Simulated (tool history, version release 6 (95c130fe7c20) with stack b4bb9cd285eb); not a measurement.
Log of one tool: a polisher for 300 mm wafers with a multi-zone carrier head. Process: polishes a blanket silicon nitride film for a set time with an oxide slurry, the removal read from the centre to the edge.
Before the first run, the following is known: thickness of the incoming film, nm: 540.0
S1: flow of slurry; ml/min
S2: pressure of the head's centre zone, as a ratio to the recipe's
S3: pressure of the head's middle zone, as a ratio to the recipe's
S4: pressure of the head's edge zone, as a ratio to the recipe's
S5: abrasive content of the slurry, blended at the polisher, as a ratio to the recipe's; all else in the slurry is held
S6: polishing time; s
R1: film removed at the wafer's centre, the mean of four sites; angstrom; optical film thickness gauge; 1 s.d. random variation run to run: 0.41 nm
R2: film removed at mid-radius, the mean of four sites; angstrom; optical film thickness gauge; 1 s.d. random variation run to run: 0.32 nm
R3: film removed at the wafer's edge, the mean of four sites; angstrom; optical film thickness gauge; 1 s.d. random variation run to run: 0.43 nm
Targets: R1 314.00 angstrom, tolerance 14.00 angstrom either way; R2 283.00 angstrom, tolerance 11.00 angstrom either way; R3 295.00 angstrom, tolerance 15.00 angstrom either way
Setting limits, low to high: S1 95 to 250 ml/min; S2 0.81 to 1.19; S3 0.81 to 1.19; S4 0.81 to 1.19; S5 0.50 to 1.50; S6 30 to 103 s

run  hour   S1    S2    S3    S4    S5  S6      R1      R2      R3
  1   0.0  160  1.00  1.00  1.00  1.00  66  460.59  493.13  474.82
  2   7.4  160  1.00  1.08  1.00  1.00  66  465.33  518.85  460.68
  3   9.2  155  1.03  1.04  0.99  0.90  62  421.52  440.10  415.83
  4  12.7  150  1.05  1.03  0.97  0.80  60  397.66  388.39  378.73
  5  13.5  185  1.05  1.03  0.97  0.80  60  405.75  410.71  394.24
  6  19.8  175  1.05  1.01  0.95  0.75  59  378.39  373.08  355.78
  7  26.6  165  1.04  0.96  0.93  0.75  59  381.61  358.31  358.71
  8  33.1  160  1.03  0.94  0.91  0.70  59  364.69  329.50  333.98
  9  35.5  155  1.01  0.92  0.90  0.70  59  344.73  322.35  328.93
 10  44.2  150  1.00  0.91  0.88  0.70  59  337.87  316.11  324.31
 11  49.5  145  1.00  0.90  0.86  0.70  59  337.57  314.66  318.08
 12  50.7  145  1.00  0.90  0.86  0.70  59  337.10  315.19  318.69
 13  51.6  140  1.00  0.89  0.85  0.70  59  335.37  312.87  320.92

Exercise: of the 5 proposed moves below, exactly one satisfies all targets within the stated allowed misses. Which move is it?
  A  52.5  125  0.93  0.89  0.86  0.70  55   ?   ?   ?
  B  52.5  160  1.03  1.04  0.81  0.65  57   ?   ?   ?
  C  52.5  125  1.01  0.86  0.82  0.50  72   ?   ?   ?
  D  52.5  165  0.99  0.86  1.08  0.60  59   ?   ?   ?
  E  52.5  145  0.99  0.95  0.81  0.75  49   ?   ?   ?

move      R1      R2      R3
   A  283.82  281.06  289.29
   B  331.43  334.35  288.94
   C  316.90  280.67  291.20
   D  313.57  280.91  325.91
   E  293.06  286.08  268.63
A: meets the target for the result that was furthest off, but another lies outside its allowed miss
B: moves away from the targets compared with the last run
C: every result within its allowed miss
D: meets the target for the result that was furthest off, but another lies outside its allowed miss
E: meets the target for the result that was furthest off, but another lies outside its allowed miss
C meets every target.
